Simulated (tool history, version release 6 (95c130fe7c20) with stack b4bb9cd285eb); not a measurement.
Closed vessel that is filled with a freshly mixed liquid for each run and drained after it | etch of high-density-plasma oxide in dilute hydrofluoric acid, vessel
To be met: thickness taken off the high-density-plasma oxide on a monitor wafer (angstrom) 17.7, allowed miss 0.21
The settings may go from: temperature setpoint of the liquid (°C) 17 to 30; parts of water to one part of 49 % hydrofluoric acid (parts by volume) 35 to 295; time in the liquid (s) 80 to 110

| run | hour | temperature setpoint of the liquid (°C) | parts of water to one part of 49 % hydrofluoric acid (parts by volume) | time in the liquid (s) | thickness taken off the high-density-plasma oxide on a monitor wafer (angstrom) |
|---|---|---|---|---|---|
| 1 | 0 | 22 | 165 | 110 | 38.567 |
| 2 | 8.5 | 22 | 165 | 80 | 27.911 |
| 3 | 14.9 | 22 | 165 | 80 | 28.035 |
| 4 | 18.9 | 19 | 165 | 80 | 24.954 |
| 5 | 27.9 | 18.5 | 170 | 80 | 23.621 |
| 6 | 32.3 | 18.5 | 140 | 80 | 29.659 |
| 7 | 38.1 | 18 | 155 | 80 | 25.56 |
|  | 43.4 | hydrofluoric acid flow meter replaced |
| 8 | 43.4 | 18 | 155 | 80 | 24.009 |
| 9 | 44.5 | 17 | 200 | 80 | 17.183 |

4 next moves are on the table. One of them brings every result within its allowed miss. Which?
| A | 45.6 | 17 | 250 | 100 | ? |
| B | 45.6 | 19 | 250 | 100 | ? |
| C | 45.6 | 17 | 205 | 80 | ? |
| D | 45.6 | 17 | 230 | 95 | ? |

| move | thickness taken off the high-density-plasma oxide on a monitor wafer (angstrom) |
|---|---|
| A | 16.451 |
| B | 17.764 |
| C | 16.706 |
| D | 17.289 |
A: further off than the last run
B: meets every target
C: further off than the last run
D: nearer than the last run, and not there yet
The right move is B.
